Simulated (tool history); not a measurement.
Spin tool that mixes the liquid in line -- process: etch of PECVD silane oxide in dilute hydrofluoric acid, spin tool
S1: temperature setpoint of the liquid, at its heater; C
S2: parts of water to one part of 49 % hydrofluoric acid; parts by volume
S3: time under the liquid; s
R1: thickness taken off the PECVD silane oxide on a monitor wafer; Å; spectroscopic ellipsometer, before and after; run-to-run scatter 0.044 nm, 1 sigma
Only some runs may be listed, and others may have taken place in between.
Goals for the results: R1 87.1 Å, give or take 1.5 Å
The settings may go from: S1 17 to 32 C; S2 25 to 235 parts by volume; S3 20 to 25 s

run 1 hour=0 | S1=24 S2=130 S3=25 | R1=50.985
run 2 hour=2.5 | S1=24 S2=110 S3=25 | R1=61.513
run 3 hour=3.8 | S1=25.5 S2=110 S3=25 | R1=65.176
run 4 hour=10.1 | S1=23 S2=110 S3=25 | R1=59.101
run 5 hour=18.4 | S1=25 S2=110 S3=25 | R1=63.717
run 6 hour=25.3 | S1=26.5 S2=110 S3=25 | R1=68.602
run 7 hour=32 | S1=27.5 S2=110 S3=25 | R1=70.579
run 8 hour=35.3 | S1=27.5 S2=110 S3=25 | R1=70.354
run 9 hour=37 | S1=27.5 S2=110 S3=25 | R1=70.359
run 10 hour=38.9 | S1=28.5 S2=110 S3=25 | R1=73.639
run 11 hour=40.1 | S1=29 S2=110 S3=25 | R1=74.762

Which one of the following 5 next-run settings gets every result inside its allowed miss? There is exactly one.
run A hour=41.3 | S1=29 S2=110 S3=20 | R1=?
run B hour=41.3 | S1=27 S2=110 S3=25 | R1=?
run C hour=41.3 | S1=27.5 S2=100 S3=20 | R1=?
run D hour=41.3 | S1=30 S2=100 S3=25 | R1=?
run E hour=41.3 | S1=26.5 S2=95 S3=20 | R1=?

move=A R1=59.889
move=B R1=69.399
move=C R1=63.076
move=D R1=86.687
move=E R1=64.304
A: moves away from the targets compared with the last run
B: moves away from the targets compared with the last run
C: moves away from the targets compared with the last run
D: each result inside its tolerance
E: moves away from the targets compared with the last run
Correct choice: D, which meets every target
